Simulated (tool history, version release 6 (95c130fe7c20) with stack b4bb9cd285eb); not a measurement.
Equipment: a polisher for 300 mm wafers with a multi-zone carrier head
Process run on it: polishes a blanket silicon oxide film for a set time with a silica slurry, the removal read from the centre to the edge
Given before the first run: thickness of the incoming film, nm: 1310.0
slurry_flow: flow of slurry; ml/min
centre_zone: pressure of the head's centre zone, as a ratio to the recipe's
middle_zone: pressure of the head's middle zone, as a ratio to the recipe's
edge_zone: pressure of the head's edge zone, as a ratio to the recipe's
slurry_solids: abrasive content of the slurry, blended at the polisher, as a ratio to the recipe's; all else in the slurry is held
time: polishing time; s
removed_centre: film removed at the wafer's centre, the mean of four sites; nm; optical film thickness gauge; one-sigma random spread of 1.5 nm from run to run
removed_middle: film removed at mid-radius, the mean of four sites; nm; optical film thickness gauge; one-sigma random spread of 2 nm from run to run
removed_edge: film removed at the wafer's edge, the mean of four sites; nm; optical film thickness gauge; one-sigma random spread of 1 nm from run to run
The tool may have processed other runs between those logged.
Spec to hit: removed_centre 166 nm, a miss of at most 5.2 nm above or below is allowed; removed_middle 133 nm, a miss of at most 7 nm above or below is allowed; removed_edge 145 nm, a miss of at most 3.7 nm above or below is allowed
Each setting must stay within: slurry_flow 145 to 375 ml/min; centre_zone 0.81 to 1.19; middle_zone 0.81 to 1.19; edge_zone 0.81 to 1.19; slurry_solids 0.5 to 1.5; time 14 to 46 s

run  hour  slurry_flow  centre_zone  middle_zone  edge_zone  slurry_solids  time  removed_centre  removed_middle  removed_edge
  1     0          240            1            1          1              1    30          121.82          121.13         124.7
  2   7.1          240            1         1.07          1              1    30          121.53          131.46        123.56
  3  12.6          260         1.06         1.05       1.04           1.05    30           132.5          131.73         129.6
  4  19.3          270          1.1         1.03       1.05            1.1    30           142.4          133.75        132.92
  5  23.1          280         1.13         1.01       1.07           1.15    30          149.85          129.77        138.67
  6  30.1          280         1.13         1.01       0.99           1.15    30          149.86          132.53        133.18
  7  32.6          290         1.15            1       1.02           1.15    30          152.99          137.49        134.96
  8  37.4          290         1.16         0.98       1.04            1.2    30           156.2          133.02        140.04
     38.6  -- worn pad replaced by a new one
  9  38.6          295         1.17         0.97       1.04            1.2    30          178.07          153.29        156.62

Next run, 4 choices. One meets every target within its allowed miss, the rest don't. Which?
  A  39.8          275         1.16         0.81       1.05            1.1    27               ?               ?             ?
  B  39.8          340         1.19         1.07       0.82              1    31               ?               ?             ?
  C  39.8          370         1.03         1.04       0.81            1.1    31               ?               ?             ?
  D  39.8          275         1.18         0.93       1.04           1.25    27               ?               ?             ?

move  removed_centre  removed_middle  removed_edge
   A          154.38          109.73        137.61
   B          178.27          155.17        136.31
   C          162.53          159.75        142.71
   D          166.28          130.07        144.66
A: the result that was furthest off in the last run now lies on the other side of its target
B: the result that was furthest off in the last run now lies on the other side of its target
C: brings the last run's worst result on target, with another outside its allowed miss
D: each result inside its tolerance
Move D is the one to make.

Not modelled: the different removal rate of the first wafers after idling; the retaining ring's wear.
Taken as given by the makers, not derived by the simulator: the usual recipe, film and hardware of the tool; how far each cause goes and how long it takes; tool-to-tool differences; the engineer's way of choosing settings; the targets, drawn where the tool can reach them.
